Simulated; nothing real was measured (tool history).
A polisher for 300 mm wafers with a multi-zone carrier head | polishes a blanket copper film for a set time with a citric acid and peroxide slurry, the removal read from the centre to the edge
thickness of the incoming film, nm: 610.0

run  hour  flow of slurry (ml/min)  pressure of the head's centre zone  pressure of the head's middle zone  pressure of the head's edge zone  abrasive content of the slurry  polishing time (s)  film removed at the wafer's centre (angstrom)  film removed at mid-radius (angstrom)  film removed at the wafer's edge (angstrom)
  1     0                      275                                   1                                   1                                 1                               1                  45                                         913.91                                 933.23                                       903.27
  2   7.8                      245                                   1                                   1                                 1                               1                  45                                         890.86                                 928.36                                       897.83
  3   9.4                      245                                   1                                   1                                 1                            1.15                  45                                         920.86                                 939.19                                       936.39
  4  15.8                      245                                0.98                                0.97                              0.96                            0.95                  40                                         767.19                                 790.76                                       771.46
  5  17.8                      245                                0.98                                0.97                              0.96                            0.95                  31                                         589.11                                 617.75                                       601.63
  6    23                      195                                0.98                                0.97                              0.96                            0.95                  31                                         582.77                                 595.32                                       596.98

The next listed run, before its measurement:
  7  24.6                      195                                0.97                                0.97                              0.92                            0.85                  31                                              ?                                      ?                                            ?

{"run 7": {"film removed at the wafer's centre (angstrom)": 550.29, "film removed at mid-radius (angstrom)": 576.86, "film removed at the wafer's edge (angstrom)": 576.49}}
